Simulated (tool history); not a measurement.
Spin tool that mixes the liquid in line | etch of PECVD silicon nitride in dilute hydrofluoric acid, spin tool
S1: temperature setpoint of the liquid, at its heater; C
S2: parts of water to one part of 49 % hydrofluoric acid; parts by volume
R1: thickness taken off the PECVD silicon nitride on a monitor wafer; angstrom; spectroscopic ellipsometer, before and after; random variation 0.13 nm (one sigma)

Run 1, day 0.000: S1 25.0 C, S2 165 parts by volume, time under the liquid (s) 265. Result: R1 48.403 angstrom.
Run 2, day 0.054: S1 27.0 C, S2 135 parts by volume, time under the liquid (s) 265. Result: R1 67.177 angstrom.
Run 3, day 0.379: S1 25.0 C, S2 135 parts by volume, time under the liquid (s) 265. Result: R1 59.705 angstrom.
Run 4, day 0.608: S1 25.0 C, S2 180 parts by volume, time under the liquid (s) 265. Result: R1 44.429 angstrom.
Run 5, day 0.917: S1 25.0 C, S2 205 parts by volume, time under the liquid (s) 265. Result: R1 39.350 angstrom.
Run 6, day 0.967: S1 25.0 C, S2 205 parts by volume, time under the liquid (s) 265. Result: R1 39.757 angstrom.
Run 7, day 1.079: S1 27.0 C, S2 165 parts by volume, time under the liquid (s) 265. Result: R1 55.448 angstrom.

The next listed run, before its measurement:
Run 8, day 1.421: S1 28.5 C, S2 135 parts by volume, time under the liquid (s) 265. Result: R1 ?.

Run 8 gave R1 73.985 angstrom.

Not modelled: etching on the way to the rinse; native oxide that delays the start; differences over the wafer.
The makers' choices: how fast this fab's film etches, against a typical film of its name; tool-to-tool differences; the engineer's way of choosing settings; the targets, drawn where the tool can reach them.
